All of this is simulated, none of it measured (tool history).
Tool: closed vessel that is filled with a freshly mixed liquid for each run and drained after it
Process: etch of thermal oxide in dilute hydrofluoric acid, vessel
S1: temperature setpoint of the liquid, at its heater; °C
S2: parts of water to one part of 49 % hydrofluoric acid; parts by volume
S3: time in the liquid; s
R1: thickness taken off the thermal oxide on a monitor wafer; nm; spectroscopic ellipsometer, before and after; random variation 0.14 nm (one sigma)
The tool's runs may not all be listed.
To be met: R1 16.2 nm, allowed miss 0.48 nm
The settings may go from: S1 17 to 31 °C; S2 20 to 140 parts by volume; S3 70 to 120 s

run	hour	S1	S2	S3	R1
1	0	23	75	120	8.0863
2	5.2	23	55	120	11.151
3	11.1	23	70	120	8.6365
4	19.1	25.5	65	120	10.487
5	27	25.5	45	120	15.337
6	35.6	25.5	65	120	10.448
7	37.4	27	60	120	12.027
8	42	28	55	120	13.853
9	49.7	29	55	120	14.159
# hour 58.2: hydrofluoric acid flow meter replaced
10	58.2	29.5	55	120	13.929
11	62.8	30	55	120	14.177
12	67.5	30.5	55	120	14.285
13	73.2	31	45	120	18.083
14	78.7	30	45	120	17.524
15	80.8	29.5	45	120	17.512

4 next moves are on the table. One of them brings every result within its allowed miss. Which?
A	82.9	26	45	120	?
B	82.9	30	40	105	?
C	82.9	30.5	45	115	?
D	82.9	31	50	120	?

move	R1
A	15.087
B	17.568
C	17.308
D	16.446
A: takes the result that was furthest off past its target
B: as far off as the last run
C: nearer than the last run, and not there yet
D: meets every target
The right move is D.
